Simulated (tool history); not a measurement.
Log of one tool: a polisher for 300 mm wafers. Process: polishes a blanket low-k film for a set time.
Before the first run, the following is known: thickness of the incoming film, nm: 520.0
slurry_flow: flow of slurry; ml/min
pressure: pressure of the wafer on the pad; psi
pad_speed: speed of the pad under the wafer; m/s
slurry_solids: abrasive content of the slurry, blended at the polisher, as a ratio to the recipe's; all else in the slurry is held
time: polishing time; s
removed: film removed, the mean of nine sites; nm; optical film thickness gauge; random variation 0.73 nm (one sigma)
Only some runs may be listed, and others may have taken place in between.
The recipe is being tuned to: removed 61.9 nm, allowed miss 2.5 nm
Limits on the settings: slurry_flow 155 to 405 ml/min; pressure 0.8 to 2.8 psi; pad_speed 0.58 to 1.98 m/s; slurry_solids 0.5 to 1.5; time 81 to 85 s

{"run": 1, "hour": 0.0, "slurry_flow": 260, "pressure": 1.8, "pad_speed": 1.28, "slurry_solids": 1, "time": 81, "removed": 38.142}
{"run": 2, "hour": 4.8, "slurry_flow": 300, "pressure": 1.8, "pad_speed": 1.28, "slurry_solids": 1, "time": 81, "removed": 37.45}
{"run": 3, "hour": 8.5, "slurry_flow": 250, "pressure": 1.8, "pad_speed": 1.28, "slurry_solids": 1, "time": 81, "removed": 38.238}
{"run": 4, "hour": 14.0, "slurry_flow": 250, "pressure": 2.1, "pad_speed": 1.28, "slurry_solids": 1, "time": 81, "removed": 42.218}
{"run": 5, "hour": 21.1, "slurry_flow": 250, "pressure": 2.2, "pad_speed": 1.3, "slurry_solids": 1, "time": 81, "removed": 44.193}
{"run": 6, "hour": 28.3, "slurry_flow": 250, "pressure": 2.3, "pad_speed": 1.32, "slurry_solids": 1, "time": 81, "removed": 46.912}
{"run": 7, "hour": 30.4, "slurry_flow": 250, "pressure": 2.4, "pad_speed": 1.34, "slurry_solids": 1, "time": 81, "removed": 48.784}
{"run": 8, "hour": 38.8, "slurry_flow": 250, "pressure": 2.4, "pad_speed": 1.36, "slurry_solids": 1, "time": 81, "removed": 49.005}
{"run": 9, "hour": 44.6, "slurry_flow": 250, "pressure": 2.4, "pad_speed": 1.38, "slurry_solids": 1, "time": 81, "removed": 50.374}
{"run": 10, "hour": 48.0, "slurry_flow": 250, "pressure": 2.4, "pad_speed": 1.4, "slurry_solids": 1, "time": 81, "removed": 51.408}
{"run": 11, "hour": 50.2, "slurry_flow": 250, "pressure": 2.6, "pad_speed": 1.44, "slurry_solids": 1, "time": 81, "removed": 55.61}
{"run": 12, "hour": 52.6, "slurry_flow": 250, "pressure": 2.7, "pad_speed": 1.48, "slurry_solids": 1, "time": 81, "removed": 59.296}

Pick the move, out of 4, that brings all results within their allowed miss; only one does.
{"run": "A", "hour": 55.0, "slurry_flow": 195, "pressure": 2.7, "pad_speed": 1.46, "slurry_solids": 1.05, "time": 85, "removed": "?"}
{"run": "B", "hour": 55.0, "slurry_flow": 190, "pressure": 2.4, "pad_speed": 1.52, "slurry_solids": 1, "time": 85, "removed": "?"}
{"run": "C", "hour": 55.0, "slurry_flow": 245, "pressure": 2.8, "pad_speed": 1.24, "slurry_solids": 1.3, "time": 81, "removed": "?"}
{"run": "D", "hour": 55.0, "slurry_flow": 325, "pressure": 2.1, "pad_speed": 1.66, "slurry_solids": 1.1, "time": 81, "removed": "?"}

move=A removed=61.543
move=B removed=56.573
move=C removed=58.034
move=D removed=55.612
A: all results land within tolerance of their targets
B: lands further from the targets than the last run did
C: lands further from the targets than the last run did
D: lands further from the targets than the last run did
Correct choice: A, which meets every target
